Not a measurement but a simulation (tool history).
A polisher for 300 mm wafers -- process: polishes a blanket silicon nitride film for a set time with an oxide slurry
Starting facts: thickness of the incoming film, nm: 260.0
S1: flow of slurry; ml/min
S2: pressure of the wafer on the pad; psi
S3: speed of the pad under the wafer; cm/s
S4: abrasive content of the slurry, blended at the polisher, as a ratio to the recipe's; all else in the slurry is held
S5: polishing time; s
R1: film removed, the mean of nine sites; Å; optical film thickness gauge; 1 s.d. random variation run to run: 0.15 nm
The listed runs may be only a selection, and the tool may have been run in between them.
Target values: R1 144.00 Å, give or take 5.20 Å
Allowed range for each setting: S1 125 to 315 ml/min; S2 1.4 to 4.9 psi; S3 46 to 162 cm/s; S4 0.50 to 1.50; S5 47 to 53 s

run,hour,S1,S2,S3,S4,S5,R1
1,0.0,205,3.1,104,1.00,53,252.11
2,2.1,205,3.5,104,1.00,53,264.36
3,8.7,170,3.5,104,1.00,53,263.29
4,9.3,170,3.5,104,1.00,53,255.48
5,16.3,170,3.5,104,0.85,53,237.68
6,16.8,170,3.5,104,0.85,53,243.63
7,20.8,165,3.1,102,0.85,53,218.20
8,26.0,165,2.8,100,0.85,53,199.15
9,32.4,160,2.5,100,0.85,53,186.87
10,39.0,160,2.3,100,0.85,53,180.23
11,39.5,160,1.4,98,0.85,53,133.34
12,43.7,160,1.4,98,0.85,53,136.63

Which of these 4 next moves meets every target?
A,47.9,180,1.9,82,0.75,53,?
B,47.9,170,1.6,96,0.95,50,?
C,47.9,130,1.5,104,0.80,52,?
D,47.9,150,1.5,96,0.85,51,?

move,R1
A,130.12
B,143.05
C,133.65
D,130.80
A: lands further from the targets than the last run did
B: each result inside its tolerance
C: lands further from the targets than the last run did
D: lands further from the targets than the last run did
Go with B: it meets all targets.
